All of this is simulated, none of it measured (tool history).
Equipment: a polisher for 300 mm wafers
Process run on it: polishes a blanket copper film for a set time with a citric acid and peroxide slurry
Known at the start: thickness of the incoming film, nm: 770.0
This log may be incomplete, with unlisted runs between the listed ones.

| run | hour | flow of slurry (ml/min) | pressure of the wafer on the pad (kPa) | speed of the pad under the wafer (cm/s) | abrasive content of the slurry | polishing time (s) | film removed (nm) |
|---|---|---|---|---|---|---|---|
| 1 | 0 | 280 | 20.7 | 120 | 1 | 52 | 128.38 |
| 2 | 7.1 | 280 | 24.1 | 120 | 1 | 52 | 149.67 |
| 3 | 11.4 | 280 | 26.2 | 122 | 1 | 52 | 164.24 |
| 4 | 14.1 | 280 | 26.2 | 122 | 0.9 | 52 | 159.31 |
| 5 | 22.2 | 280 | 24.8 | 122 | 0.9 | 52 | 153.38 |
| 6 | 28.9 | 280 | 24.8 | 122 | 0.9 | 47 | 140.76 |
| 7 | 37.8 | 290 | 30.3 | 138 | 0.9 | 47 | 190.88 |

Run 8 comes next. What will it give?
| 8 | 38.4 | 290 | 31 | 142 | 0.9 | 47 | ? |

{"run 8": {"film removed (nm)": 200.27}}
